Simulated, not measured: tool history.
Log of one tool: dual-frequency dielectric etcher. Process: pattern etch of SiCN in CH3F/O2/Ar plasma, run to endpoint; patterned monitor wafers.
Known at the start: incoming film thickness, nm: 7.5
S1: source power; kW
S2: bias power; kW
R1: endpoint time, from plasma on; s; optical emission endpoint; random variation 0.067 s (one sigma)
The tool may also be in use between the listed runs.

{"run": 1, "hour": 0.0, "S1": 0.36, "S2": 0.065, "R1": 19.326}
{"run": 2, "hour": 4.7, "S1": 0.33, "S2": 0.065, "R1": 19.637}
{"run": 3, "hour": 7.8, "S1": 0.35, "S2": 0.066, "R1": 19.227}
{"run": 4, "hour": 14.8, "S1": 0.36, "S2": 0.066, "R1": 19.068}
{"run": 5, "hour": 20.0, "S1": 0.37, "S2": 0.066, "R1": 18.936}
{"run": 6, "hour": 21.5, "S1": 0.38, "S2": 0.066, "R1": 18.773}
{"run": 7, "hour": 28.7, "S1": 0.39, "S2": 0.066, "R1": 18.739}

The next listed run, before its measurement:
{"run": 8, "hour": 31.6, "S1": 0.4, "S2": 0.066, "R1": "?"}

R1: 18.718 s
